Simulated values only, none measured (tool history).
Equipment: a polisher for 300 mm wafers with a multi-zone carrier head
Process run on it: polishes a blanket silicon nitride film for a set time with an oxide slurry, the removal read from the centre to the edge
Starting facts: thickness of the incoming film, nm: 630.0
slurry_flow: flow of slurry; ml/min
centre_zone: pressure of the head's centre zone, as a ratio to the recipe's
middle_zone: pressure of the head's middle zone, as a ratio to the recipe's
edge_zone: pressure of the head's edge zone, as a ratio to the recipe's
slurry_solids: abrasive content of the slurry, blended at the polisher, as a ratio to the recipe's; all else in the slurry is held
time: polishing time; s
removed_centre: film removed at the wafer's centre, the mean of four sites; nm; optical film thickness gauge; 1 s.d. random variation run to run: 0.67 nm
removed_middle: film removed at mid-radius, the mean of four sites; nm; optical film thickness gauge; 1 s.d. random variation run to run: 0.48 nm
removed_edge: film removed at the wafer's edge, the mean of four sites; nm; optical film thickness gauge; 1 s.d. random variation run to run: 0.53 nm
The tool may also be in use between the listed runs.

run 1 hour=0 | slurry_flow=260 centre_zone=1 middle_zone=1 edge_zone=1 slurry_solids=1 time=72 | removed_centre=53.085 removed_middle=52.819 removed_edge=52.055
run 2 hour=4.1 | slurry_flow=260 centre_zone=1 middle_zone=1.08 edge_zone=1 slurry_solids=1 time=72 | removed_centre=53.453 removed_middle=56.409 removed_edge=53.254
run 3 hour=13 | slurry_flow=280 centre_zone=1.04 middle_zone=1.12 edge_zone=1.03 slurry_solids=1.05 time=72 | removed_centre=56.74 removed_middle=58.756 removed_edge=54.915
run 4 hour=17.3 | slurry_flow=280 centre_zone=1.08 middle_zone=1.12 edge_zone=1.03 slurry_solids=1.05 time=72 | removed_centre=59.447 removed_middle=58.873 removed_edge=54.607
run 5 hour=24.2 | slurry_flow=285 centre_zone=1.09 middle_zone=1.14 edge_zone=1.05 slurry_solids=1.15 time=72 | removed_centre=62.324 removed_middle=61.865 removed_edge=57.613
run 6 hour=32.5 | slurry_flow=285 centre_zone=1.09 middle_zone=1.19 edge_zone=1.05 slurry_solids=1.15 time=72 | removed_centre=61.702 removed_middle=65.287 removed_edge=57.641

What does the tool deliver on the next run?
run 7 hour=37.2 | slurry_flow=295 centre_zone=1.11 middle_zone=1.19 edge_zone=1.07 slurry_solids=1.2 time=72 | removed_centre=? removed_middle=? removed_edge=?

removed_centre: 63.581 nm
removed_middle: 65.507 nm
removed_edge: 58.626 nm

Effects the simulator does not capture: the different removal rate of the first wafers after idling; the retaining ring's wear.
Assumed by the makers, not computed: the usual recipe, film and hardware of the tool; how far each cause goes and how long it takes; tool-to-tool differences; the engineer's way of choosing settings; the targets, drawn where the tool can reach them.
